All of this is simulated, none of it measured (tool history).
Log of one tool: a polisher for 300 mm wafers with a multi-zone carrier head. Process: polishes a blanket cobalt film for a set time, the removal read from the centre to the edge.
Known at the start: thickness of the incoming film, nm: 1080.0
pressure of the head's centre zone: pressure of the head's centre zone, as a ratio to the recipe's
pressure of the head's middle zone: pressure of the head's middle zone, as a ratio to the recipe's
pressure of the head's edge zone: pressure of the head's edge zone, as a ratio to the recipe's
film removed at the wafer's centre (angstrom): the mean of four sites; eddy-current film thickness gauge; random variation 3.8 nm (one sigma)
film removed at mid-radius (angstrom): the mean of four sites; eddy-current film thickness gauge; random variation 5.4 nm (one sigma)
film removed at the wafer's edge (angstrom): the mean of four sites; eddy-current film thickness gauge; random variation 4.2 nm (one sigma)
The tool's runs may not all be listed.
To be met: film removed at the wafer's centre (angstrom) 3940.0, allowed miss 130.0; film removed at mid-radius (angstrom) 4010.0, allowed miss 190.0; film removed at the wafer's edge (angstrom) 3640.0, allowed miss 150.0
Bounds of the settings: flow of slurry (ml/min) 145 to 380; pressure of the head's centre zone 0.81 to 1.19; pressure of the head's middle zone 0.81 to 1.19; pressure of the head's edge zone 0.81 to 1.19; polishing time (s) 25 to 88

run	day	flow of slurry (ml/min)	pressure of the head's centre zone	pressure of the head's middle zone	pressure of the head's edge zone	polishing time (s)	film removed at the wafer's centre (angstrom)	film removed at mid-radius (angstrom)	film removed at the wafer's edge (angstrom)
1	0.000	245	1.00	1.00	1.00	56	2519.3	2536.1	2604.6
2	0.267	250	1.01	1.02	1.01	58	2680.2	2573.5	2666.5
3	0.471	250	0.96	1.02	1.01	58	2523.9	2600.5	2622.2
4	0.579	250	0.96	1.03	1.00	60	2586.2	2737.2	2730.3
5	0.904	250	0.96	1.08	1.00	60	2568.5	2787.2	2736.0
6	1.183	295	0.96	1.08	1.00	60	2612.3	2875.1	2817.9
7	1.375	300	0.98	1.09	0.99	62	2797.3	3027.9	2877.1
8	1.500	305	0.99	1.10	0.99	63	2823.6	3075.0	2918.9

4 next moves are on the table. One of them brings every result within its allowed miss. Which?
A	1.625	355	0.84	1.19	0.96	88	?	?	?
B	1.625	305	1.05	1.11	0.92	81	?	?	?
C	1.625	340	1.02	1.04	0.96	54	?	?	?
D	1.625	315	1.09	1.03	0.90	73	?	?	?

move	film removed at the wafer's centre (angstrom)	film removed at mid-radius (angstrom)	film removed at the wafer's edge (angstrom)
A	3501.1	4553.9	4011.1
B	3975.2	3919.3	3592.6
C	2600.3	2512.8	2458.9
D	3730.5	3349.4	3218.3
A: nearer than the last run, and not there yet
B: meets every target
C: further off than the last run
D: nearer than the last run, and not there yet
The right move is B.
